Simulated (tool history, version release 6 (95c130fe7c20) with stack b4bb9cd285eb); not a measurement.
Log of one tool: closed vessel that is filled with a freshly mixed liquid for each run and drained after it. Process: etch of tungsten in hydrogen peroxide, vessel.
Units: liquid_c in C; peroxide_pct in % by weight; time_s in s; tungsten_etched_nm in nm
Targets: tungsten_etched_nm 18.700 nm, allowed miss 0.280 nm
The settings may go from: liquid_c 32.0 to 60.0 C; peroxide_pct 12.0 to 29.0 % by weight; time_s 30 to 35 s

run 1 day=0.000 | liquid_c=44.0 peroxide_pct=19.5 time_s=35 | tungsten_etched_nm=24.805
run 2 day=0.258 | liquid_c=44.0 peroxide_pct=21.5 time_s=35 | tungsten_etched_nm=25.982
run 3 day=0.467 | liquid_c=43.0 peroxide_pct=21.5 time_s=35 | tungsten_etched_nm=24.388
run 4 day=0.625 | liquid_c=43.0 peroxide_pct=21.5 time_s=35 | tungsten_etched_nm=24.488
run 5 day=0.979 | liquid_c=42.0 peroxide_pct=21.5 time_s=35 | tungsten_etched_nm=22.821
run 6 day=1.312 | liquid_c=49.0 peroxide_pct=21.5 time_s=35 | tungsten_etched_nm=35.637
run 7 day=1.567 | liquid_c=47.0 peroxide_pct=21.5 time_s=35 | tungsten_etched_nm=31.173
run 8 day=1.712 | liquid_c=45.5 peroxide_pct=21.5 time_s=35 | tungsten_etched_nm=28.556
run 9 day=1.875 | liquid_c=44.5 peroxide_pct=21.5 time_s=35 | tungsten_etched_nm=26.614
run 10 day=1.904 | liquid_c=43.5 peroxide_pct=21.5 time_s=35 | tungsten_etched_nm=25.327

Which of these 5 next moves meets every target?
run A day=1.933 | liquid_c=50.0 peroxide_pct=29.0 time_s=30 | tungsten_etched_nm=?
run B day=1.933 | liquid_c=41.0 peroxide_pct=22.5 time_s=30 | tungsten_etched_nm=?
run C day=1.933 | liquid_c=48.5 peroxide_pct=24.0 time_s=35 | tungsten_etched_nm=?
run D day=1.933 | liquid_c=40.5 peroxide_pct=20.5 time_s=35 | tungsten_etched_nm=?
run E day=1.933 | liquid_c=45.5 peroxide_pct=29.0 time_s=35 | tungsten_etched_nm=?

move=A tungsten_etched_nm=37.496
move=B tungsten_etched_nm=18.756
move=C tungsten_etched_nm=36.294
move=D tungsten_etched_nm=20.221
move=E tungsten_etched_nm=33.098
A: further off than the last run
B: meets every target
C: further off than the last run
D: nearer than the last run, and not there yet
E: further off than the last run
Answer: B
